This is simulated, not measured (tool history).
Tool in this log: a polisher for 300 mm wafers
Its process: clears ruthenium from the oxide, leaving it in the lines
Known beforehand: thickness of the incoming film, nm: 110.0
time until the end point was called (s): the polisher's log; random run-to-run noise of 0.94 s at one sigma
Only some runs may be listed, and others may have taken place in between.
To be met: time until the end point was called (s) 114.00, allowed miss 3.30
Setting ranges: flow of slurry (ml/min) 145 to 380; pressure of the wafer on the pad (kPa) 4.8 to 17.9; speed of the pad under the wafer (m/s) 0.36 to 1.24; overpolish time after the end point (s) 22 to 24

| run | hour | flow of slurry (ml/min) | pressure of the wafer on the pad (kPa) | speed of the pad under the wafer (m/s) | overpolish time after the end point (s) | time until the end point was called (s) |
|---|---|---|---|---|---|---|
| 1 | 0.0 | 245 | 11.0 | 0.80 | 22 | 160.50 |
| 2 | 6.5 | 245 | 11.0 | 0.80 | 24 | 162.23 |
| 3 | 15.1 | 245 | 11.0 | 0.80 | 24 | 162.17 |
| 4 | 22.9 | 245 | 11.0 | 0.80 | 24 | 161.02 |
| 5 | 27.4 | 245 | 11.0 | 0.80 | 24 | 159.62 |
| 6 | 36.2 | 245 | 9.0 | 0.80 | 24 | 191.71 |
| 7 | 40.0 | 245 | 9.7 | 0.80 | 24 | 181.49 |
| 8 | 48.3 | 245 | 10.3 | 0.80 | 24 | 169.93 |
| 9 | 57.2 | 245 | 11.0 | 0.80 | 24 | 160.40 |
| 10 | 58.6 | 245 | 11.7 | 0.80 | 24 | 151.76 |
| 11 | 66.7 | 245 | 12.4 | 0.80 | 24 | 145.14 |
| 12 | 72.0 | 245 | 13.1 | 0.80 | 24 | 138.07 |
| 13 | 78.4 | 250 | 14.5 | 0.80 | 24 | 124.43 |

5 next moves are on the table. One of them brings every result within its allowed miss. Which?
| A | 84.8 | 215 | 15.2 | 0.68 | 24 | ? |
| B | 84.8 | 245 | 12.4 | 0.86 | 22 | ? |
| C | 84.8 | 230 | 13.8 | 0.76 | 24 | ? |
| D | 84.8 | 310 | 11.7 | 0.80 | 24 | ? |
| E | 84.8 | 260 | 17.9 | 0.68 | 22 | ? |

| move | time until the end point was called (s) |
|---|---|
| A | 136.99 |
| B | 136.95 |
| C | 137.12 |
| D | 148.58 |
| E | 114.74 |
A: lands further from the targets than the last run did
B: lands further from the targets than the last run did
C: lands further from the targets than the last run did
D: lands further from the targets than the last run did
E: in spec on every target
E meets every target.
